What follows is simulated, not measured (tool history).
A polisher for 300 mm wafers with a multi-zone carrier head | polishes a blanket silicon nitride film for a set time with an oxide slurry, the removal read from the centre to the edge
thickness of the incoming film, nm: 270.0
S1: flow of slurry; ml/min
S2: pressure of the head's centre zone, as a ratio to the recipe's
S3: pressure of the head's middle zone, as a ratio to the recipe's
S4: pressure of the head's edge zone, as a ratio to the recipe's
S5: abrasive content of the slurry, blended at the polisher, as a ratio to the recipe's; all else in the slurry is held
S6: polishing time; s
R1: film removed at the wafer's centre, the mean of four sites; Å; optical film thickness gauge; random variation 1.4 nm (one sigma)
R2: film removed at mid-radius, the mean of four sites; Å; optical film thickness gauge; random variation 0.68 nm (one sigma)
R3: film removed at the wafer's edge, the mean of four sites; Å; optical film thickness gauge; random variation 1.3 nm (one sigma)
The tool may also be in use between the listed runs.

run  hour   S1    S2    S3    S4   S5  S6      R1      R2      R3
  1     0  155     1     1     1    1  90  845.79  831.57  901.14
  2   6.4  155     1     1     1    1  74  700.78  683.29  740.35
  3  11.8  155     1     1     1  0.8  74   636.8  626.13  664.47
  4  19.4  175  1.06  1.05  1.02    1  75  761.58  742.31  773.56
  5  20.3  175  1.06  1.05  1.02    1  92  937.18  899.19  937.85
  6  28.2  175  1.06  1.05  1.02  0.8  92  853.47  829.48  851.82

Forecast run 7:
  7  34.2  190  1.1  1.07  1.03  0.9  92   ?   ?   ?

Run 7 gave R1 954.58 Å, R2 901.04 Å, R3 913.5 Å.
